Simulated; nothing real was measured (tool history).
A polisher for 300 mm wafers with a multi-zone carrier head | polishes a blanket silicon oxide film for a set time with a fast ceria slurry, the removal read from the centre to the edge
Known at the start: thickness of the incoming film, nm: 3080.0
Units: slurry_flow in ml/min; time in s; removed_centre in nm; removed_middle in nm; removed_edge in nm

run,day,slurry_flow,centre_zone,middle_zone,edge_zone,time,removed_centre,removed_middle,removed_edge
1,0,140,1,1,1,41,756.59,739.23,744.29
2,0.321,165,1,1,1,41,793.04,761.06,754.58
3,0.35,165,0.96,1.03,0.96,36,628.8,690.04,648.32
4,0.638,165,0.96,0.99,0.96,36,662.59,659.11,651.75
5,0.679,165,0.96,1.02,0.93,33,596.43,621.78,588.83
6,0.792,160,0.95,1.05,0.9,31,546.35,601.17,539.82
7,0.875,120,0.87,1.11,0.81,25,398.35,487.41,402.25

The next listed run, before its measurement:
8,0.975,125,0.86,1.11,0.82,25,?,?,?

removed_centre: 393.73 nm
removed_middle: 493.35 nm
removed_edge: 409.1 nm
